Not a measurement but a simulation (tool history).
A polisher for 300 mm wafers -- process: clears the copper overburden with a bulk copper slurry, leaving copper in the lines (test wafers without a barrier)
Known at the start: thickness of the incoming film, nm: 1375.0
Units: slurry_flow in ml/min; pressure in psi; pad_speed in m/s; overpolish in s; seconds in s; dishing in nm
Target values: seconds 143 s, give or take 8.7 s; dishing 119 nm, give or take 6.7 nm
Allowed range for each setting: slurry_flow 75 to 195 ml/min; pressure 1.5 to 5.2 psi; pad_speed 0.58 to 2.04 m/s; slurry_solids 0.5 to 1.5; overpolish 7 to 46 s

| run | hour | slurry_flow | pressure | pad_speed | slurry_solids | overpolish | seconds | dishing |
|---|---|---|---|---|---|---|---|---|
| 1 | 0 | 125 | 3.3 | 1.3 | 1 | 24 | 75.943 | 162.59 |
| 2 | 3.4 | 125 | 3.3 | 1.48 | 1 | 24 | 65.643 | 166.27 |
| 3 | 8.1 | 125 | 3.8 | 1.48 | 1 | 24 | 56.127 | 179.58 |
| 4 | 15.9 | 125 | 4.6 | 1.48 | 1 | 24 | 47.389 | 197.94 |
| 5 | 18.8 | 125 | 4.6 | 1.48 | 1 | 18 | 46.068 | 180.33 |
| 6 | 21.9 | 125 | 4 | 1.38 | 1 | 19 | 55.934 | 169.19 |
| 7 | 25.9 | 125 | 3.5 | 1.3 | 1 | 20 | 70.802 | 152.4 |
| 8 | 29.7 | 125 | 3.1 | 1.26 | 1 | 21 | 80.076 | 147.55 |
| 9 | 38.5 | 115 | 2.1 | 1 | 0.95 | 24 | 145.07 | 108.84 |
| 10 | 42 | 115 | 2.1 | 1 | 0.95 | 25 | 154.1 | 111.74 |
| 11 | 44.1 | 120 | 2.1 | 1 | 0.95 | 25 | 152.98 | 106 |

5 candidate next runs follow, results not yet known. Just one meets every target within its allowed miss. Identify it.
| A | 46.2 | 150 | 2.5 | 0.98 | 0.75 | 30 | ? | ? |
| B | 46.2 | 95 | 2.2 | 0.92 | 0.85 | 41 | ? | ? |
| C | 46.2 | 110 | 2.4 | 0.76 | 1.1 | 40 | ? | ? |
| D | 46.2 | 110 | 2 | 1.16 | 0.8 | 19 | ? | ? |
| E | 46.2 | 100 | 1.7 | 1.28 | 1.15 | 31 | ? | ? |

| move | seconds | dishing |
|---|---|---|
| A | 128.43 | 137.2 |
| B | 167.79 | 135.54 |
| C | 168.67 | 136.78 |
| D | 142.8 | 97.933 |
| E | 144.33 | 120.44 |
A: takes the result that was furthest off past its target
B: takes the result that was furthest off past its target
C: takes the result that was furthest off past its target
D: moves away from the targets compared with the last run
E: every result lands within tolerance
E is the move that brings every result within its allowed miss.
